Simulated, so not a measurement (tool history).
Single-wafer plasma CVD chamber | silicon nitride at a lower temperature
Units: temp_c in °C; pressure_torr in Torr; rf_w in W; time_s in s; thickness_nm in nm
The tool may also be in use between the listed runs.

Run 1, hour 0.0: temp_c 360 °C, pressure_torr 1.39 Torr, rf_w 385 W, time_s 26.0 s. Result: thickness_nm 40.502 nm.
Run 2, hour 4.0: temp_c 360 °C, pressure_torr 1.39 Torr, rf_w 385 W, time_s 24.8 s. Result: thickness_nm 38.516 nm.
Run 3, hour 10.1: temp_c 360 °C, pressure_torr 1.34 Torr, rf_w 380 W, time_s 24.8 s. Result: thickness_nm 37.841 nm.
Run 4, hour 13.7: temp_c 360 °C, pressure_torr 1.18 Torr, rf_w 380 W, time_s 24.8 s. Result: thickness_nm 36.422 nm.
Run 5, hour 17.0: temp_c 360 °C, pressure_torr 1.18 Torr, rf_w 380 W, time_s 26.0 s. Result: thickness_nm 37.991 nm.
Run 6, hour 24.8: temp_c 367 °C, pressure_torr 1.18 Torr, rf_w 380 W, time_s 26.0 s. Result: thickness_nm 38.308 nm.

Forecast run 7:
Run 7, hour 28.7: temp_c 367 °C, pressure_torr 1.13 Torr, rf_w 375 W, time_s 26.0 s. Result: thickness_nm ?.

thickness_nm: 37.580 nm

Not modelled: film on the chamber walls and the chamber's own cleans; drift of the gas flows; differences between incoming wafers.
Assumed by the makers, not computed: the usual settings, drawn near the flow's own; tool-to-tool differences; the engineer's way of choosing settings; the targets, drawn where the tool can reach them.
